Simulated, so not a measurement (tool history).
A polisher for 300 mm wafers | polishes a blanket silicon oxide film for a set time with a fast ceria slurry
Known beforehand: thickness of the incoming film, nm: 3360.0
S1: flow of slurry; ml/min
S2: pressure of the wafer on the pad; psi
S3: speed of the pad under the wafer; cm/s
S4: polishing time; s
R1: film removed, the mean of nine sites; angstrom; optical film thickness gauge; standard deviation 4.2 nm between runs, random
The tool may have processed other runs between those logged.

run	hour	S1	S2	S3	S4	R1
1	0.0	300	3.5	114	21	4152.4
2	5.2	300	3.5	114	18	3565.9
3	13.0	305	3.9	116	18	4037.8
4	21.2	305	4.2	120	18	4438.4
5	29.4	305	4.2	92	18	3413.5
6	33.3	305	4.5	102	18	4062.2

What does the tool deliver on the next run?
7	36.5	305	4.7	108	18	?

R1: 4450.1 angstrom

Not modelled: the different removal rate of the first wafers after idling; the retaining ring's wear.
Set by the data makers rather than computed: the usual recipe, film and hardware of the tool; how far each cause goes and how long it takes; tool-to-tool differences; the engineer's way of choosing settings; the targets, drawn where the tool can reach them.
